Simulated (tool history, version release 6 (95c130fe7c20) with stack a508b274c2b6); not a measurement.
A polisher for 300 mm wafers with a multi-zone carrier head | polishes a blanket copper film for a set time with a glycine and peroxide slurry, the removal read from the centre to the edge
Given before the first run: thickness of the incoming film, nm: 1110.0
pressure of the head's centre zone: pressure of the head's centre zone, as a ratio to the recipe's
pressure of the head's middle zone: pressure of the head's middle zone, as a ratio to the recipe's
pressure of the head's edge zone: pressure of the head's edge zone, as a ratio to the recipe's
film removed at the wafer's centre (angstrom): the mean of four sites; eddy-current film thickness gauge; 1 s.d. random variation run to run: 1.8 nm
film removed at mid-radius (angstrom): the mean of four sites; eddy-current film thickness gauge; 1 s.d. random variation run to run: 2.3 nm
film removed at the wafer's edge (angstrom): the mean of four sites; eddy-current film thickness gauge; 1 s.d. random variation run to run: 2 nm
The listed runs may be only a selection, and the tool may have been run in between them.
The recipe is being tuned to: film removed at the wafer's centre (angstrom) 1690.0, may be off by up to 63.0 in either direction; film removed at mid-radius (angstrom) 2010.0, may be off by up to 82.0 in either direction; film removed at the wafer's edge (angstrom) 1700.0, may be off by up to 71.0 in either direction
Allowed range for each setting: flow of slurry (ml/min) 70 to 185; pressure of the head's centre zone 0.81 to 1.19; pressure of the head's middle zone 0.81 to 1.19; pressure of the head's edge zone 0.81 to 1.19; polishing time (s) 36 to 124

run	day	flow of slurry (ml/min)	pressure of the head's centre zone	pressure of the head's middle zone	pressure of the head's edge zone	polishing time (s)	film removed at the wafer's centre (angstrom)	film removed at mid-radius (angstrom)	film removed at the wafer's edge (angstrom)
1	0.000	120	1.00	1.00	1.00	79	2794.1	2852.6	2822.2
2	0.075	95	1.00	1.00	1.00	79	2617.0	2630.4	2784.9
3	0.429	100	0.99	1.01	0.98	73	2442.0	2546.4	2551.9
4	0.762	105	0.98	1.01	0.96	69	2278.0	2442.2	2376.2
5	1.088	105	0.93	1.01	0.96	69	2200.3	2453.5	2352.4
6	1.262	110	0.92	1.01	0.94	66	2039.0	2324.6	2274.3
7	1.475	115	0.93	1.02	0.93	63	2029.3	2311.8	2199.1
8	1.538	115	0.94	1.03	0.91	60	1942.6	2155.1	2102.3
9	1.600	125	0.94	1.05	0.89	57	1848.9	2141.3	1950.0
10	1.800	125	0.94	1.06	0.88	56	1833.6	2179.6	1957.6
11	1.912	125	0.95	1.07	0.87	55	1839.4	2101.4	1863.4
12	1.962	120	0.95	1.08	0.86	55	1827.0	2080.0	1888.8
13	2.017	120	0.95	1.09	0.85	54	1783.0	2114.5	1787.2
14	2.325	115	0.95	1.09	0.85	54	1767.3	2076.0	1817.4
# day 2.425: slurry nozzle cleaned
15	2.425	115	0.95	1.09	0.84	54	1847.3	2140.6	1817.9

Which one of the following 5 next-run settings gets every result inside its allowed miss? There is exactly one.
A	2.525	105	0.90	1.05	0.90	54	?	?	?
B	2.525	105	0.91	1.01	1.04	53	?	?	?
C	2.525	120	1.09	1.17	0.81	54	?	?	?
D	2.525	160	0.94	0.94	0.91	54	?	?	?
E	2.525	115	0.94	1.12	0.84	49	?	?	?

move	film removed at the wafer's centre (angstrom)	film removed at mid-radius (angstrom)	film removed at the wafer's edge (angstrom)
A	1711.8	2052.9	1895.1
B	1698.5	1957.3	1993.2
C	2138.8	2282.0	1837.0
D	1944.5	2037.8	2008.7
E	1656.3	1989.0	1685.5
A: brings the last run's worst result on target, with another outside its allowed miss
B: brings the last run's worst result on target, with another outside its allowed miss
C: further off than the last run
D: further off than the last run
E: all results land within tolerance of their targets
Correct choice: E, which meets every target

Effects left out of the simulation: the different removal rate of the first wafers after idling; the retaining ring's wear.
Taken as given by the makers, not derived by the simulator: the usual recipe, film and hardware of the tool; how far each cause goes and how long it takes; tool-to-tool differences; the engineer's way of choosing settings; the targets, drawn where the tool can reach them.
